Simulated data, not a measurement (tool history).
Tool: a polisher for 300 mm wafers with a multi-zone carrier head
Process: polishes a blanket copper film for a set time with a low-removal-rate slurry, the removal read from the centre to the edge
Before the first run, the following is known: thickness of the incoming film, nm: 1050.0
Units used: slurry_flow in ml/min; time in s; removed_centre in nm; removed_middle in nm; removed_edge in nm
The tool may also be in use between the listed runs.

run  hour  slurry_flow  centre_zone  middle_zone  edge_zone  slurry_solids  time  removed_centre  removed_middle  removed_edge
  1   0.0          225         1.00         1.00       1.00           1.00    49          94.428          89.129        91.832
  2   0.9          215         0.96         0.98       0.96           0.85    46          77.663          78.638        81.860
  3   8.4          215         0.97         0.98       0.93           0.75    44          73.716          74.736        74.055
  4  16.2          260         0.97         0.98       0.93           0.75    44          75.581          75.693        75.269
  5  25.2          255         0.95         0.95       0.90           0.65    43          68.473          67.958        69.451
     34.1  -- worn pad replaced by a new one
  6  34.1          250         0.93         0.94       0.88           0.60    43          69.669          70.001        71.963
  7  35.1          250         0.92         0.94       0.88           0.55    41          63.384          63.766        66.399

For run 8, what comes out?
  8  42.0          250         0.91         0.94       0.87           0.55    40               ?               ?             ?

{"run 8": {"removed_centre": 60.822, "removed_middle": 63.352, "removed_edge": 64.717}}
